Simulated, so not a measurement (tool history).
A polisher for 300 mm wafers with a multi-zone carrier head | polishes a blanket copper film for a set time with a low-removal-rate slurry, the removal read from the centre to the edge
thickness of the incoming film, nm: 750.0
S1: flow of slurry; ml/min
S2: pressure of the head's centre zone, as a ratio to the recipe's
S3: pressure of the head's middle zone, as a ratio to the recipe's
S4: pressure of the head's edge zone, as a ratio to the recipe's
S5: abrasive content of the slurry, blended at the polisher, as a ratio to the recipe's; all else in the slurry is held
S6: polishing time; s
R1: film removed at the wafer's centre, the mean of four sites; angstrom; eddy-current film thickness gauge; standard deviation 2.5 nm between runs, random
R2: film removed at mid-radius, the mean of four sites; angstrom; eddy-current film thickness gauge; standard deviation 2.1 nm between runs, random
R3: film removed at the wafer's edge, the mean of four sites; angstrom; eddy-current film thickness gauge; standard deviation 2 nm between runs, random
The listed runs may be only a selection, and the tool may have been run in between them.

run 1 hour=0 | S1=155 S2=1 S3=1 S4=1 S5=1 S6=62 | R1=2414 R2=2579.2 R3=2596
run 2 hour=5.2 | S1=155 S2=1 S3=1 S4=1 S5=1 S6=51 | R1=2007.1 R2=2108.3 R3=2134.1
run 3 hour=11.3 | S1=170 S2=1 S3=1 S4=1 S5=1 S6=51 | R1=2012.3 R2=2130.9 R3=2154.2
run 4 hour=12.2 | S1=180 S2=1.02 S3=1.04 S4=1.05 S5=1.15 S6=53 | R1=2159.8 R2=2354.5 R3=2369.5
run 5 hour=19.9 | S1=180 S2=1.02 S3=1.04 S4=1.05 S5=1.15 S6=39 | R1=1589.2 R2=1719.4 R3=1729.6
run 6 hour=25.6 | S1=180 S2=1.02 S3=1.11 S4=1.05 S5=1.15 S6=39 | R1=1617.6 R2=1821.1 R3=1709.8
run 7 hour=34.6 | S1=190 S2=1.04 S3=1.12 S4=1.08 S5=1.25 S6=45 | R1=1924.6 R2=2141.8 R3=2063.6
run 8 hour=40.6 | S1=200 S2=1.05 S3=1.14 S4=1.1 S5=1.3 S6=48 | R1=2145.1 R2=2347.6 R3=2231.6

What will run 9 give?
run 9 hour=43.9 | S1=205 S2=1.04 S3=1.15 S4=1.12 S5=1.35 S6=51 | R1=? R2=? R3=?

R1: 2269.7 angstrom
R2: 2525.7 angstrom
R3: 2471.8 angstrom

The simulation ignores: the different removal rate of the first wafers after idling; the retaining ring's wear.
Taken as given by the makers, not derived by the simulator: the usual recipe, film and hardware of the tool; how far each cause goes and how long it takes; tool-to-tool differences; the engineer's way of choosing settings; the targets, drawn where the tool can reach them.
